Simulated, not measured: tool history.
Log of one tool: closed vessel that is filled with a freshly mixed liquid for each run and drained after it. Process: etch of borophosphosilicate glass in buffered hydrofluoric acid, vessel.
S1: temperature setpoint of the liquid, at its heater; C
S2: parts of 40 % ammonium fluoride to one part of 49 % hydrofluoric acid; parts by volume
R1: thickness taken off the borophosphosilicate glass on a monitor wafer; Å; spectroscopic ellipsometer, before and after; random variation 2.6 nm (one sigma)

{"run": 1, "hour": 0.0, "S1": 24, "S2": 10.5, "time in the liquid (s)": 95, "R1": 1417.8}
{"run": 2, "hour": 2.9, "S1": 24, "S2": 12.5, "time in the liquid (s)": 95, "R1": 1207.6}
{"run": 3, "hour": 9.2, "S1": 24, "S2": 12.5, "time in the liquid (s)": 95, "R1": 1221.9}
{"run": 4, "hour": 11.3, "S1": 24, "S2": 12.5, "time in the liquid (s)": 95, "R1": 1186.4}
{"run": 5, "hour": 16.2, "S1": 24, "S2": 12.5, "time in the liquid (s)": 105, "R1": 1347.8}
{"run": 6, "hour": 18.3, "S1": 24, "S2": 12.5, "time in the liquid (s)": 95, "R1": 1203.1}
{"run": 7, "hour": 19.0, "S1": 25.5, "S2": 11.5, "time in the liquid (s)": 95, "R1": 1429.5}
{"run": 8, "hour": 25.7, "S1": 27, "S2": 10.5, "time in the liquid (s)": 95, "R1": 1676.1}
{"hour": 26.2, "done": "thermometer replaced"}
{"run": 9, "hour": 26.2, "S1": 28, "S2": 10, "time in the liquid (s)": 95, "R1": 1721}

Run 10 comes next. What will it give?
{"run": 10, "hour": 29.8, "S1": 29, "S2": 9, "time in the liquid (s)": 95, "R1": "?"}

Run 10 gave R1 1958.7 Å.

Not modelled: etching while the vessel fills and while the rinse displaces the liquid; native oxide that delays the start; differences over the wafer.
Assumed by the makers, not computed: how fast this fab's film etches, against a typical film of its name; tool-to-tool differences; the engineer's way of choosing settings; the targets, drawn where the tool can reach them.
